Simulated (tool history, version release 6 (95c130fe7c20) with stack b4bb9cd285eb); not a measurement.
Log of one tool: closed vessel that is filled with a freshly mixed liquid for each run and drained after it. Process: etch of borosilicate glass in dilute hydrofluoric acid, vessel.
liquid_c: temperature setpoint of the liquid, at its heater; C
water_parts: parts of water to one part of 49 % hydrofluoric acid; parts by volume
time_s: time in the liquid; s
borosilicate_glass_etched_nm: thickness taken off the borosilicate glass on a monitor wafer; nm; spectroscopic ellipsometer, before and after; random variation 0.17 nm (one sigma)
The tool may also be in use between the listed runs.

run	hour	liquid_c	water_parts	time_s	borosilicate_glass_etched_nm
1	0	22	90	85	33.935
2	2.7	19.5	90	85	30.612
3	5.8	19.5	65	85	43.618
4	13	17	65	85	39.432
5	19.9	17	65	85	38.996
6	27.1	17	65	90	41.534

Run 7 comes next. What will it give?
7	29	18	65	90	?

{"run 7": {"borosilicate_glass_etched_nm": 43.233}}
